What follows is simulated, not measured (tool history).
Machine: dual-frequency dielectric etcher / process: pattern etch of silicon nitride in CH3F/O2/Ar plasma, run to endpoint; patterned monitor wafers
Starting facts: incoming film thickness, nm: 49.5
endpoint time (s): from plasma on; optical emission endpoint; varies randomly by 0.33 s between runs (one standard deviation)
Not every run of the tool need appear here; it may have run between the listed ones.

run	hour	source power (kW)	bias power (kW)	endpoint time (s)
1	0.0	0.510	0.075	64.237
2	2.2	0.540	0.076	61.934
3	3.2	0.560	0.076	61.057
4	10.0	0.560	0.085	58.991
5	14.8	0.570	0.085	58.845
6	21.1	0.580	0.085	57.750
7	26.1	0.580	0.085	58.023

Estimate the outcome of run 8 from the log above:
8	31.2	0.590	0.085	?

{"run 8": {"endpoint time (s)": 57.825}}

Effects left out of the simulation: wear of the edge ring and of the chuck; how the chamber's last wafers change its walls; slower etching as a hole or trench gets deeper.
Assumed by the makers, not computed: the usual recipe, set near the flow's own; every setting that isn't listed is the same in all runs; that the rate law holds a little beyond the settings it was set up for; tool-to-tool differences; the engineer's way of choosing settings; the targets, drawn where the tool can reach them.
